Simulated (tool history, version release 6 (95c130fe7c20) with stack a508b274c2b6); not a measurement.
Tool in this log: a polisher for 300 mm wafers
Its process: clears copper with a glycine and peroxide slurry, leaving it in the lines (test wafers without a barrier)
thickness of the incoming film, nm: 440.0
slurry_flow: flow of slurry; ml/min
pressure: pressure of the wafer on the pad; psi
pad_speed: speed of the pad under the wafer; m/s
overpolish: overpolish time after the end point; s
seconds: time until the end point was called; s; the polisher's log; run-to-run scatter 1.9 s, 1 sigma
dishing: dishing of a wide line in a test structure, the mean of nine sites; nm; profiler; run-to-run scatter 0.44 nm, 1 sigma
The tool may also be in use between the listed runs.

{"run": 1, "day": 0.0, "slurry_flow": 185, "pressure": 2, "pad_speed": 1.04, "overpolish": 30, "seconds": 117.37, "dishing": 60.348}
{"run": 2, "day": 0.158, "slurry_flow": 185, "pressure": 2, "pad_speed": 1.26, "overpolish": 30, "seconds": 104.95, "dishing": 63.544}
{"run": 3, "day": 0.492, "slurry_flow": 185, "pressure": 2, "pad_speed": 1.26, "overpolish": 20, "seconds": 105.73, "dishing": 48.184}
{"run": 4, "day": 0.833, "slurry_flow": 190, "pressure": 1.9, "pad_speed": 1.3, "overpolish": 19, "seconds": 101.55, "dishing": 45.652}
{"run": 5, "day": 0.867, "slurry_flow": 205, "pressure": 1.8, "pad_speed": 1.3, "overpolish": 18, "seconds": 107.36, "dishing": 43.102}
{"run": 6, "day": 0.892, "slurry_flow": 205, "pressure": 1.7, "pad_speed": 1.34, "overpolish": 17, "seconds": 109.4, "dishing": 39.106}
{"run": 7, "day": 1.0, "slurry_flow": 215, "pressure": 1.6, "pad_speed": 1.38, "overpolish": 16, "seconds": 113.15, "dishing": 37.59}
{"run": 8, "day": 1.204, "slurry_flow": 220, "pressure": 1.5, "pad_speed": 1.42, "overpolish": 15, "seconds": 113.33, "dishing": 34.913}
{"run": 9, "day": 1.383, "slurry_flow": 230, "pressure": 1.4, "pad_speed": 1.44, "overpolish": 14, "seconds": 119.14, "dishing": 31.487}
{"run": 10, "day": 1.621, "slurry_flow": 230, "pressure": 1.4, "pad_speed": 1.44, "overpolish": 14, "seconds": 115.74, "dishing": 31.003}

Forecast run 11:
{"run": 11, "day": 1.842, "slurry_flow": 245, "pressure": 0.9, "pad_speed": 1.62, "overpolish": 9, "seconds": "?", "dishing": "?"}

seconds: 146.44 s
dishing: 16.867 nm
